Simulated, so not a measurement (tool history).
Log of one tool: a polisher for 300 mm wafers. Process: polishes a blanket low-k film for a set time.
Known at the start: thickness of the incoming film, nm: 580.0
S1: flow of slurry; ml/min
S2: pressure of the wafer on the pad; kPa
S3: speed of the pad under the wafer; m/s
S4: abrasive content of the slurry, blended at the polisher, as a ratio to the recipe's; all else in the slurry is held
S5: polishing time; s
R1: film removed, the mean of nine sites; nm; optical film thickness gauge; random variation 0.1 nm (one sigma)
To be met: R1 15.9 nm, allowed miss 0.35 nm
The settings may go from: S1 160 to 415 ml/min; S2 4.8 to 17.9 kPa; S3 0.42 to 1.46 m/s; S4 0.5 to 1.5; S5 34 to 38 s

{"run": 1, "hour": 0.0, "S1": 265, "S2": 11, "S3": 0.94, "S4": 1, "S5": 38, "R1": 10.507}
{"run": 2, "hour": 7.8, "S1": 275, "S2": 12.4, "S3": 0.94, "S4": 1, "S5": 38, "R1": 11.667}
{"run": 3, "hour": 10.7, "S1": 225, "S2": 12.4, "S3": 0.94, "S4": 1, "S5": 38, "R1": 11.273}
{"run": 4, "hour": 15.8, "S1": 260, "S2": 13.1, "S3": 0.94, "S4": 1, "S5": 38, "R1": 11.984}
{"run": 5, "hour": 18.9, "S1": 260, "S2": 13.1, "S3": 0.74, "S4": 1, "S5": 38, "R1": 10.363}
{"run": 6, "hour": 19.5, "S1": 285, "S2": 14.5, "S3": 0.74, "S4": 1, "S5": 38, "R1": 11.305}
{"run": 7, "hour": 27.2, "S1": 285, "S2": 15.2, "S3": 0.78, "S4": 1, "S5": 38, "R1": 12.353}
{"run": 8, "hour": 36.1, "S1": 290, "S2": 15.9, "S3": 0.8, "S4": 1, "S5": 38, "R1": 12.871}
{"run": 9, "hour": 39.8, "S1": 290, "S2": 16.5, "S3": 0.84, "S4": 1, "S5": 38, "R1": 13.715}
{"run": 10, "hour": 42.6, "S1": 290, "S2": 16.5, "S3": 0.84, "S4": 1, "S5": 38, "R1": 13.745}
{"run": 11, "hour": 45.7, "S1": 295, "S2": 17.2, "S3": 0.86, "S4": 1, "S5": 38, "R1": 14.369}
{"run": 12, "hour": 48.4, "S1": 295, "S2": 17.2, "S3": 0.88, "S4": 1, "S5": 38, "R1": 14.59}
{"run": 13, "hour": 50.9, "S1": 295, "S2": 17.2, "S3": 0.9, "S4": 1, "S5": 38, "R1": 14.963}
{"run": 14, "hour": 57.6, "S1": 300, "S2": 17.9, "S3": 0.92, "S4": 1, "S5": 38, "R1": 15.603}

5 next moves are on the table. One of them brings every result within its allowed miss. Which?
{"run": "A", "hour": 64.3, "S1": 320, "S2": 17.9, "S3": 1.16, "S4": 0.8, "S5": 35, "R1": "?"}
{"run": "B", "hour": 64.3, "S1": 325, "S2": 17.9, "S3": 1.02, "S4": 0.9, "S5": 36, "R1": "?"}
{"run": "C", "hour": 64.3, "S1": 325, "S2": 17.9, "S3": 0.88, "S4": 1.1, "S5": 37, "R1": "?"}
{"run": "D", "hour": 64.3, "S1": 160, "S2": 17.9, "S3": 1.14, "S4": 0.75, "S5": 38, "R1": "?"}
{"run": "E", "hour": 64.3, "S1": 265, "S2": 16.5, "S3": 1, "S4": 1.1, "S5": 38, "R1": "?"}

move=A R1=15.071
move=B R1=15.059
move=C R1=15.271
move=D R1=15.129
move=E R1=15.699
A: further off than the last run
B: further off than the last run
C: further off than the last run
D: further off than the last run
E: meets every target
Answer: E
